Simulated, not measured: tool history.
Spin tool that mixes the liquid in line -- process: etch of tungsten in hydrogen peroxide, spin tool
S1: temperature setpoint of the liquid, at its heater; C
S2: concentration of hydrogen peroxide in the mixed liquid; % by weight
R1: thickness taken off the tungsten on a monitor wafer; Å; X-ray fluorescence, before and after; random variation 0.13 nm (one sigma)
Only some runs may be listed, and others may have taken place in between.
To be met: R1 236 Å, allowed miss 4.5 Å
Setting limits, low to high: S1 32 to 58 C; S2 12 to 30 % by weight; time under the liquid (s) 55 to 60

run 1 day=0 | S1=42 S2=22.5 time_under_the_liquid_(s)=55 | R1=500.41
run 2 day=0.312 | S1=42 S2=19 time_under_the_liquid_(s)=55 | R1=462.76
run 3 day=0.512 | S1=42 S2=19 time_under_the_liquid_(s)=60 | R1=496.11
run 4 day=0.838 | S1=42 S2=23.5 time_under_the_liquid_(s)=60 | R1=554.02
run 5 day=1.117 | S1=42 S2=26 time_under_the_liquid_(s)=60 | R1=583.6
run 6 day=1.246 | S1=42 S2=24 time_under_the_liquid_(s)=60 | R1=565.86
run 7 day=1.333 | S1=42 S2=24 time_under_the_liquid_(s)=60 | R1=554.8
run 8 day=1.475 | S1=39 S2=20.5 time_under_the_liquid_(s)=60 | R1=427.15
run 9 day=1.771 | S1=37 S2=19 time_under_the_liquid_(s)=60 | R1=360.91
run 10 day=1.829 | S1=35.5 S2=18 time_under_the_liquid_(s)=60 | R1=316.29
run 11 day=2.062 | S1=32 S2=15 time_under_the_liquid_(s)=60 | R1=229.83

Of the 4 settings listed for the next run, only one would bring every result within its allowed miss of target. Which one?
run A day=2.296 | S1=32 S2=16.5 time_under_the_liquid_(s)=55 | R1=?
run B day=2.296 | S1=33.5 S2=14 time_under_the_liquid_(s)=55 | R1=?
run C day=2.296 | S1=33 S2=14 time_under_the_liquid_(s)=60 | R1=?
run D day=2.296 | S1=33 S2=14.5 time_under_the_liquid_(s)=55 | R1=?

move=A R1=220.43
move=B R1=224.92
move=C R1=237.17
move=D R1=221.25
A: further off than the last run
B: further off than the last run
C: every result lands within tolerance
D: further off than the last run
Correct choice: C, which meets every target
